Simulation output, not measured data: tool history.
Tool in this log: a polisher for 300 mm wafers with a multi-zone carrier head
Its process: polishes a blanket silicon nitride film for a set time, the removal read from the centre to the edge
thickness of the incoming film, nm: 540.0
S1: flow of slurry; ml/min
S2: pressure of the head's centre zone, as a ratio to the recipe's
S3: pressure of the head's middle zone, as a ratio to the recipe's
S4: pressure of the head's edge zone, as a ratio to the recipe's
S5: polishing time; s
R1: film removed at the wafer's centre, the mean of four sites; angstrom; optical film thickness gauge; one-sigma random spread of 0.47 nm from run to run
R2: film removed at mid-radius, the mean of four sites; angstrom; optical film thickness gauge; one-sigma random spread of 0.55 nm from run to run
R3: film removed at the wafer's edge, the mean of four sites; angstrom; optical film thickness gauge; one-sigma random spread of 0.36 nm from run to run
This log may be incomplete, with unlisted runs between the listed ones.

run,hour,S1,S2,S3,S4,S5,R1,R2,R3
1,0.0,155,1.00,1.00,1.00,37,733.49,744.13,732.15
2,1.4,155,1.03,1.00,1.00,37,756.76,746.39,741.65
3,2.8,155,1.02,0.99,0.96,33,670.36,641.96,656.86
4,6.0,125,1.02,0.99,0.96,33,640.86,643.96,634.39
5,8.0,120,1.03,1.00,0.93,30,575.18,563.70,566.22
6,10.7,105,1.03,1.00,0.93,30,561.19,557.20,551.23
7,13.1,105,1.04,1.02,0.91,29,536.59,542.73,531.12
8,14.6,105,1.06,1.04,0.89,28,531.30,533.20,507.58

Run 9 comes next. What will it give?
9,16.2,105,1.05,1.03,0.83,24,?,?,?

R1: 451.74 angstrom
R2: 449.00 angstrom
R3: 430.45 angstrom

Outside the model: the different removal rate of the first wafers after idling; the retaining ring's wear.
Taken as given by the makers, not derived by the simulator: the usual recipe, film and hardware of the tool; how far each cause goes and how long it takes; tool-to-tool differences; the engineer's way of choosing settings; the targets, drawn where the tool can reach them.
